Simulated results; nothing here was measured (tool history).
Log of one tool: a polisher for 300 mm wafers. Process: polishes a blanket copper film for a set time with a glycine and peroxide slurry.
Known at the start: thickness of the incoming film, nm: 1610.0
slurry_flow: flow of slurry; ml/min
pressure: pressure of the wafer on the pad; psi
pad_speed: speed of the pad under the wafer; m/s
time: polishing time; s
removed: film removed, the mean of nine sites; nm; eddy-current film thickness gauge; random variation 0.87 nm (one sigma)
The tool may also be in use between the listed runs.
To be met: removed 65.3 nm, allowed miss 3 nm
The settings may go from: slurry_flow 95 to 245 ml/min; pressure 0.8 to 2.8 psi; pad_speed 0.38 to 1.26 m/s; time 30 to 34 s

run,hour,slurry_flow,pressure,pad_speed,time,removed
1,0,155,1.8,0.82,34,103.01
2,6.3,140,1.8,0.82,34,103.07
3,7.7,140,1.8,0.82,34,104.2
4,14.6,140,1.8,0.92,34,110.73
5,18.3,140,1.5,0.86,33,91.119
6,23,140,1.5,0.96,33,95.25
7,31.1,135,1,0.78,31,60.318
8,35.4,145,1.2,0.78,31,68.351

4 next moves are on the table. One of them brings every result within its allowed miss. Which?
A,39.7,160,1.2,0.82,34,?
B,39.7,120,0.8,0.88,32,?
C,39.7,190,1.1,0.74,33,?
D,39.7,125,0.8,1.16,30,?

move,removed
A,79.337
B,57.777
C,70.657
D,64.157
A: further off than the last run
B: takes the result that was furthest off past its target
C: further off than the last run
D: meets every target
The right move is D.
